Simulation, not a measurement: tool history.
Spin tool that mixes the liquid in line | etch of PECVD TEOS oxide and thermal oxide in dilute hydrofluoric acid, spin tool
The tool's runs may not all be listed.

run	hour	temperature setpoint of the liquid (K)	parts of water to one part of 49 % hydrofluoric acid (parts by volume)	time under the liquid (s)	thickness taken off the PECVD TEOS oxide on a monitor wafer (Å)	thickness taken off the thermal oxide on a monitor wafer (Å)
1	0	297.15	235	155	108	29.679
2	3.1	296.15	235	155	104.21	29.301
3	7.2	296.15	240	155	101.53	27.937
4	13.8	295.65	240	155	99.908	27.199
5	18.7	295.65	240	110	70.742	19.422
6	26.4	297.15	240	110	74.998	20.711

Run 7 comes next. What will it give?
7	33.9	298.15	240	110	?	?

thickness taken off the PECVD TEOS oxide on a monitor wafer (Å): 77.581
thickness taken off the thermal oxide on a monitor wafer (Å): 21.446

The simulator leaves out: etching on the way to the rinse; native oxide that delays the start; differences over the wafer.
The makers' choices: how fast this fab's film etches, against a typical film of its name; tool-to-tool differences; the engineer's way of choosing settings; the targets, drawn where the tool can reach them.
